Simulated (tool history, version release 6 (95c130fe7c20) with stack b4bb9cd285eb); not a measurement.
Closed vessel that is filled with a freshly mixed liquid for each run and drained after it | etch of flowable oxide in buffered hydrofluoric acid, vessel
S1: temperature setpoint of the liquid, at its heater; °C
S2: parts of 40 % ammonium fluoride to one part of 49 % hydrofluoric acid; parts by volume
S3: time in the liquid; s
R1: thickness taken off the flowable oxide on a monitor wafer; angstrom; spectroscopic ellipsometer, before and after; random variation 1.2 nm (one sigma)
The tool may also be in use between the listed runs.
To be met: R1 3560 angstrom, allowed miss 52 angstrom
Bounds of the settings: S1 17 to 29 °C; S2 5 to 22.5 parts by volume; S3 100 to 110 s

run	hour	S1	S2	S3	R1
1	0	21	13.5	100	2235.5
2	8.8	22.5	13.5	100	2410.4
3	10.8	24	13.5	100	2611.8
4	19.6	24	11.5	100	3070
5	22.8	21.5	11.5	100	2675.5
6	23.7	23	11.5	100	2891.4
7	28	24	11.5	100	3072.9
8	32.6	24	11.5	100	3066.2
9	33.8	24.5	11.5	100	3151.8
10	37.4	25	11.5	100	3245.9
11	45.7	25.5	11.5	100	3334
12	53.7	26	11.5	100	3402.6

4 next moves are on the table. One of them brings every result within its allowed miss. Which?
A	61.7	21	8.5	105	?
B	61.7	23.5	9.5	105	?
C	61.7	27.5	11.5	100	?
D	61.7	28	13	110	?

move	R1
A	3546.3
B	3697.6
C	3693.2
D	3701.2
A: meets every target
B: takes the result that was furthest off past its target
C: takes the result that was furthest off past its target
D: takes the result that was furthest off past its target
Answer: A
